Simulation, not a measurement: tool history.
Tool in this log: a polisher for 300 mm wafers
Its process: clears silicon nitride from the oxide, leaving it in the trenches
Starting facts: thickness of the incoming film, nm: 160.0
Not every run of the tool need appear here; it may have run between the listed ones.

| run | hour | flow of slurry (ml/min) | pressure of the wafer on the pad (kPa) | speed of the pad under the wafer (m/s) | overpolish time after the end point (s) | time until the end point was called (s) |
|---|---|---|---|---|---|---|
| 1 | 0.0 | 150 | 21.4 | 1.24 | 4 | 143.780 |
| 2 | 5.0 | 180 | 21.4 | 1.24 | 4 | 141.950 |
| 3 | 6.4 | 155 | 21.4 | 1.24 | 4 | 142.110 |
| 4 | 14.6 | 155 | 21.4 | 1.24 | 3 | 143.340 |
| 5 | 21.4 | 155 | 21.4 | 1.06 | 3 | 168.690 |
| 6 | 24.0 | 140 | 21.4 | 1.06 | 3 | 174.970 |
| 7 | 32.5 | 170 | 27.6 | 1.42 | 3 | 95.417 |
| 8 | 34.8 | 170 | 29.0 | 1.44 | 3 | 91.808 |

The next listed run, before its measurement:
| 9 | 43.7 | 170 | 29.6 | 1.46 | 3 | ? |

time until the end point was called (s): 89.232
